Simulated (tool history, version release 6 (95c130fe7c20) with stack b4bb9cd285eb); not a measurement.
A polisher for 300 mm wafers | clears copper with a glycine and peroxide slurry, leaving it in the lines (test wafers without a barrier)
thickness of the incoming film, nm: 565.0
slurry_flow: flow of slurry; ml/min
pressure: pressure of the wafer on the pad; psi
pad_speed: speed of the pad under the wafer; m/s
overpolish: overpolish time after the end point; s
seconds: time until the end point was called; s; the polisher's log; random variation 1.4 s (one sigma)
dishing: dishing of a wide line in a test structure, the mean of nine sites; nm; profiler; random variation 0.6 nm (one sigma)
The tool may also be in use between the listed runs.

run	hour	slurry_flow	pressure	pad_speed	overpolish	seconds	dishing
1	0.0	140	3.1	1.18	21	77.495	75.186
2	8.6	140	3.1	1.00	21	91.883	70.218
3	13.8	140	2.6	1.00	21	103.640	63.692
4	17.7	135	2.3	1.20	17	92.957	55.296
5	26.0	135	2.3	1.26	14	89.160	51.013
6	32.8	135	1.7	1.26	14	107.510	43.617

Forecast run 7:
7	38.4	135	1.9	1.32	12	?	?

{"run 7": {"seconds": 98.044, "dishing": 42.804}}
